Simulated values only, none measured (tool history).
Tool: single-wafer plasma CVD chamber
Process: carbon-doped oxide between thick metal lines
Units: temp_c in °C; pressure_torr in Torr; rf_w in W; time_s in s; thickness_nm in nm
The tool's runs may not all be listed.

run	day	temp_c	pressure_torr	rf_w	time_s	thickness_nm
1	0.000	340	4.67	650	272	1669.4
2	0.179	340	4.67	690	272	1742.3
3	0.412	350	4.67	690	272	1695.5
4	0.479	350	4.67	740	272	1781.5
5	0.592	349	4.78	745	272	1793.1
6	0.762	348	4.87	750	272	1820.0
7	0.958	347	4.95	755	272	1833.7

Forecast run 8:
8	1.279	346	5.01	760	272	?

Run 8 gave thickness_nm 1857.9 nm.
